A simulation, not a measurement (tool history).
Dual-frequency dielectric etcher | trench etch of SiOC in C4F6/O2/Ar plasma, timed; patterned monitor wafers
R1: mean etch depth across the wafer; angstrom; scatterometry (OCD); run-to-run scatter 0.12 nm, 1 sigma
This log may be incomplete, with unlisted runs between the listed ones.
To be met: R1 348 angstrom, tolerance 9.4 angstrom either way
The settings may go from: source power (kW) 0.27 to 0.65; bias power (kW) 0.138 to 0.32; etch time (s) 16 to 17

Run 1, hour 0: source power (kW) 0.46, bias power (kW) 0.229, etch time (s) 17. Result: R1 429.53 angstrom.
Run 2, hour 3.8: source power (kW) 0.53, bias power (kW) 0.229, etch time (s) 17. Result: R1 454.67 angstrom.
Run 3, hour 12: source power (kW) 0.5, bias power (kW) 0.219, etch time (s) 17. Result: R1 437.16 angstrom.
Run 4, hour 20.1: source power (kW) 0.5, bias power (kW) 0.219, etch time (s) 16. Result: R1 411.4 angstrom.
Run 5, hour 21: source power (kW) 0.5, bias power (kW) 0.219, etch time (s) 17. Result: R1 436.84 angstrom.
Run 6, hour 26.5: source power (kW) 0.5, bias power (kW) 0.219, etch time (s) 16. Result: R1 408.02 angstrom.
Run 7, hour 35: source power (kW) 0.47, bias power (kW) 0.215, etch time (s) 16. Result: R1 395.84 angstrom.
Run 8, hour 41.2: source power (kW) 0.45, bias power (kW) 0.213, etch time (s) 16. Result: R1 388.06 angstrom.
Run 9, hour 43.8: source power (kW) 0.43, bias power (kW) 0.211, etch time (s) 16. Result: R1 380.38 angstrom.
Run 10, hour 44.7: source power (kW) 0.33, bias power (kW) 0.194, etch time (s) 16. Result: R1 326.27 angstrom.
Run 11, hour 48.3: source power (kW) 0.34, bias power (kW) 0.195, etch time (s) 16. Result: R1 329.11 angstrom.
Run 12, hour 51.8: source power (kW) 0.35, bias power (kW) 0.196, etch time (s) 16. Result: R1 337 angstrom.

Exercise: of the 4 proposed moves below, exactly one satisfies all targets within the stated allowed misses. Which move is it?
Run A, hour 55.3: source power (kW) 0.34, bias power (kW) 0.21, etch time (s) 16.5. Result: R1 ?.
Run B, hour 55.3: source power (kW) 0.34, bias power (kW) 0.19, etch time (s) 16. Result: R1 ?.
Run C, hour 55.3: source power (kW) 0.31, bias power (kW) 0.224, etch time (s) 16. Result: R1 ?.
Run D, hour 55.3: source power (kW) 0.32, bias power (kW) 0.178, etch time (s) 17. Result: R1 ?.

move      R1
   A  351.65
   B  328.83
   C  334.57
   D  331.76
A: each result inside its tolerance
B: the biggest miss grows against the last run
C: the biggest miss grows against the last run
D: the biggest miss grows against the last run
Go with A: it meets all targets.

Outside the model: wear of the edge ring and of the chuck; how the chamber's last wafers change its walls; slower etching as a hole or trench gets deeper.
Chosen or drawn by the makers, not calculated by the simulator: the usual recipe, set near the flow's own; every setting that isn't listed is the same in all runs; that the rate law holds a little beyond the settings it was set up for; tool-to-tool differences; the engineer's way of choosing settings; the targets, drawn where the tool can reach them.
